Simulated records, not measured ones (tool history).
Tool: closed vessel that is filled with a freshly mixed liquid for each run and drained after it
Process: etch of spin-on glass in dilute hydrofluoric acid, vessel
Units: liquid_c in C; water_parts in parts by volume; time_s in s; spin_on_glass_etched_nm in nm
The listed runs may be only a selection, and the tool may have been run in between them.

run,hour,liquid_c,water_parts,time_s,spin_on_glass_etched_nm
1,0,26,250,135,31.805
2,5.5,26,250,135,31.697
3,12,27,235,135,35.742
4,15,27,235,135,35.568
5,21.1,28,225,135,39.229
6,24.1,28.5,215,135,41.737
7,25,29,205,135,45.072
8,27.8,29.5,200,135,47.157
9,32.8,30,195,135,50.46
10,35,30.5,190,135,52.707
11,43.2,31,185,135,54.857

Run 12 is up next; what results do you expect?
12,46.7,31.5,180,135,?

Run 12 produced spin_on_glass_etched_nm 57.931 nm.
